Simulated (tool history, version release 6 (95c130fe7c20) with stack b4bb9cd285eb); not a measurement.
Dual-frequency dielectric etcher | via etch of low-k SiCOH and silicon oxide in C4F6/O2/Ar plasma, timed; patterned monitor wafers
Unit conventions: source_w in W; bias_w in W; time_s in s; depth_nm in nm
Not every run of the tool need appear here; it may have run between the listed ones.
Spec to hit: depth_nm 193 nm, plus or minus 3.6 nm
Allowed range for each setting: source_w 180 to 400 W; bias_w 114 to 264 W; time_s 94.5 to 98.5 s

{"run": 1, "hour": 0.0, "source_w": 290, "bias_w": 189, "time_s": 94.5, "depth_nm": 226.08}
{"run": 2, "hour": 7.9, "source_w": 260, "bias_w": 189, "time_s": 94.5, "depth_nm": 220.17}
{"run": 3, "hour": 9.9, "source_w": 260, "bias_w": 189, "time_s": 94.5, "depth_nm": 219.64}
{"run": 4, "hour": 13.5, "source_w": 240, "bias_w": 180, "time_s": 94.5, "depth_nm": 210.37}
{"run": 5, "hour": 14.8, "source_w": 270, "bias_w": 180, "time_s": 94.5, "depth_nm": 220.01}
{"run": 6, "hour": 18.3, "source_w": 270, "bias_w": 180, "time_s": 98.5, "depth_nm": 226.52}
{"run": 7, "hour": 23.3, "source_w": 250, "bias_w": 171, "time_s": 98, "depth_nm": 220.81}
{"run": 8, "hour": 24.0, "source_w": 240, "bias_w": 161, "time_s": 97.5, "depth_nm": 211.91}
{"run": 9, "hour": 25.4, "source_w": 230, "bias_w": 156, "time_s": 97.5, "depth_nm": 208.1}
{"hour": 33.2, "done": "wet clean of the chamber"}
{"run": 10, "hour": 33.2, "source_w": 220, "bias_w": 152, "time_s": 97.5, "depth_nm": 196.88}

Which single option among these 4 for the next run brings every result within its allowed miss of target? Just one does.
{"run": "A", "hour": 41.0, "source_w": 220, "bias_w": 181, "time_s": 96.5, "depth_nm": "?"}
{"run": "B", "hour": 41.0, "source_w": 210, "bias_w": 191, "time_s": 97, "depth_nm": "?"}
{"run": "C", "hour": 41.0, "source_w": 240, "bias_w": 156, "time_s": 95.5, "depth_nm": "?"}
{"run": "D", "hour": 41.0, "source_w": 200, "bias_w": 162, "time_s": 96.5, "depth_nm": "?"}

move=A depth_nm=202.22
move=B depth_nm=202.72
move=C depth_nm=199.5
move=D depth_nm=192.08
A: moves away from the targets compared with the last run
B: moves away from the targets compared with the last run
C: moves away from the targets compared with the last run
D: each result inside its tolerance
The move that meets every target is D.
